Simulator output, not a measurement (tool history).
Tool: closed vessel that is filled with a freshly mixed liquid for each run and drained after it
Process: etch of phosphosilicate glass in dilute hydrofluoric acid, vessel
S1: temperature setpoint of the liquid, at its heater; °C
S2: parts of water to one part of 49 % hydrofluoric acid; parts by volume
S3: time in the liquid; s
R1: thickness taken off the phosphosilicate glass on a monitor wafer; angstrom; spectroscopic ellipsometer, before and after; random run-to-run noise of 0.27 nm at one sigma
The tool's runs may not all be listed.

| run | hour | S1 | S2 | S3 | R1 |
|---|---|---|---|---|---|
| 1 | 0.0 | 24.0 | 255 | 30 | 121.520 |
| 2 | 5.1 | 24.0 | 255 | 30 | 120.660 |
| 3 | 7.8 | 21.0 | 255 | 30 | 107.880 |
| 4 | 10.7 | 17.5 | 255 | 30 | 95.631 |
| 5 | 15.4 | 19.5 | 255 | 30 | 103.550 |
| 6 | 23.1 | 21.0 | 230 | 30 | 122.880 |
| 7 | 26.3 | 21.0 | 230 | 30 | 123.600 |
| 8 | 33.8 | 25.0 | 125 | 30 | 298.310 |
| 9 | 37.2 | 25.5 | 125 | 30 | 302.530 |
| 10 | 44.6 | 29.5 | 95 | 30 | 482.420 |

For run 11, what comes out?
| 11 | 51.9 | 28.5 | 95 | 30 | ? |

R1: 460.890 angstrom

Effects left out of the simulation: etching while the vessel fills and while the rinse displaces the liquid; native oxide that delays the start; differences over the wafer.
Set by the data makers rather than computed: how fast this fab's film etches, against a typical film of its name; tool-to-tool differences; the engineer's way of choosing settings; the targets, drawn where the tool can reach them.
